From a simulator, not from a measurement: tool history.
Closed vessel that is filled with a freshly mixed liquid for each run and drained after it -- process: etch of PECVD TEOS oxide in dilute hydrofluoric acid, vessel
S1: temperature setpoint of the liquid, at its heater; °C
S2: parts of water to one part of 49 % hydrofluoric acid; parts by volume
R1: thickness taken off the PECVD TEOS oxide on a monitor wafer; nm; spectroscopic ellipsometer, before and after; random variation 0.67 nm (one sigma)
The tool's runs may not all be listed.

{"run": 1, "day": 0.0, "S1": 21, "S2": 155, "time in the liquid (s)": 940, "R1": 52.493}
{"run": 2, "day": 0.121, "S1": 21, "S2": 135, "time in the liquid (s)": 940, "R1": 61.386}
{"run": 3, "day": 0.167, "S1": 23, "S2": 105, "time in the liquid (s)": 940, "R1": 88.046}
{"run": 4, "day": 0.238, "S1": 23, "S2": 140, "time in the liquid (s)": 940, "R1": 63.842}
{"run": 5, "day": 0.404, "S1": 23, "S2": 140, "time in the liquid (s)": 1010, "R1": 68.486}
{"run": 6, "day": 0.688, "S1": 25, "S2": 140, "time in the liquid (s)": 1010, "R1": 74.402}
{"run": 7, "day": 0.988, "S1": 26, "S2": 115, "time in the liquid (s)": 1010, "R1": 97.319}
{"run": 8, "day": 1.012, "S1": 27, "S2": 95, "time in the liquid (s)": 1010, "R1": 124.99}
{"run": 9, "day": 1.317, "S1": 27.5, "S2": 85, "time in the liquid (s)": 1010, "R1": 143.93}
{"run": 10, "day": 1.429, "S1": 28, "S2": 80, "time in the liquid (s)": 1010, "R1": 157.23}
{"run": 11, "day": 1.7, "S1": 28.5, "S2": 75, "time in the liquid (s)": 1010, "R1": 172.1}
{"run": 12, "day": 1.838, "S1": 28.5, "S2": 70, "time in the liquid (s)": 1010, "R1": 184.96}
{"run": 13, "day": 1.929, "S1": 29, "S2": 70, "time in the liquid (s)": 1010, "R1": 189.38}
{"run": 14, "day": 2.283, "S1": 29, "S2": 65, "time in the liquid (s)": 1010, "R1": 203.38}
{"run": 15, "day": 2.588, "S1": 28.5, "S2": 65, "time in the liquid (s)": 1010, "R1": 200.75}

Estimate the outcome of run 16 from the log above:
{"run": 16, "day": 2.712, "S1": 28, "S2": 65, "time in the liquid (s)": 1010, "R1": "?"}

{"run 16": {"R1": 197.47}}
